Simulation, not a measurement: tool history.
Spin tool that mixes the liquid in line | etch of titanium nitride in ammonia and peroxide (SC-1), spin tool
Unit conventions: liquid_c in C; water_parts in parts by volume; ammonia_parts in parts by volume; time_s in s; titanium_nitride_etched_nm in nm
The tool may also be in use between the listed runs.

| run | day | liquid_c | water_parts | ammonia_parts | time_s | titanium_nitride_etched_nm |
|---|---|---|---|---|---|---|
| 1 | 0.000 | 51.0 | 6 | 0.65 | 95 | 10.2150 |
| 2 | 0.129 | 51.0 | 6 | 0.75 | 95 | 10.4640 |
| 3 | 0.292 | 49.0 | 6 | 0.75 | 95 | 9.0609 |
| 4 | 0.529 | 49.0 | 6 | 0.90 | 95 | 9.2892 |
| 5 | 0.554 | 47.5 | 6 | 0.90 | 95 | 8.4139 |
| 6 | 0.800 | 46.5 | 6 | 0.90 | 95 | 7.8845 |
| 7 | 1.062 | 46.0 | 6 | 0.90 | 95 | 7.5211 |

Expected results for the next run?
| 8 | 1.288 | 45.5 | 6 | 0.90 | 95 | ? |

{"run 8": {"titanium_nitride_etched_nm": 7.3277}}
